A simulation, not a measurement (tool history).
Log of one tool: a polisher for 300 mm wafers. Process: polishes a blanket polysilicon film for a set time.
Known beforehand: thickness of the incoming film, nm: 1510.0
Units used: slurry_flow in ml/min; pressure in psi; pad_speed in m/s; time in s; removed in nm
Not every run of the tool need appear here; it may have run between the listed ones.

run 1 hour=0 | slurry_flow=220 pressure=3.4 pad_speed=1.04 time=33 | removed=399.23
run 2 hour=0.6 | slurry_flow=220 pressure=3.2 pad_speed=0.96 time=33 | removed=341.42
run 3 hour=2.4 | slurry_flow=220 pressure=3 pad_speed=0.9 time=33 | removed=303.4
run 4 hour=5.4 | slurry_flow=220 pressure=2.8 pad_speed=0.84 time=33 | removed=266.87
run 5 hour=6.6 | slurry_flow=220 pressure=2.6 pad_speed=0.8 time=33 | removed=234.21
run 6 hour=9 | slurry_flow=220 pressure=3 pad_speed=0.8 time=33 | removed=270.13
run 7 hour=16.6 | slurry_flow=220 pressure=2.8 pad_speed=0.76 time=33 | removed=245.91
run 8 hour=21.8 | slurry_flow=205 pressure=1.8 pad_speed=0.48 time=30 | removed=92.528

Expected results for the next run?
run 9 hour=23.9 | slurry_flow=215 pressure=1.8 pad_speed=0.48 time=30 | removed=?

removed: 92.59 nm
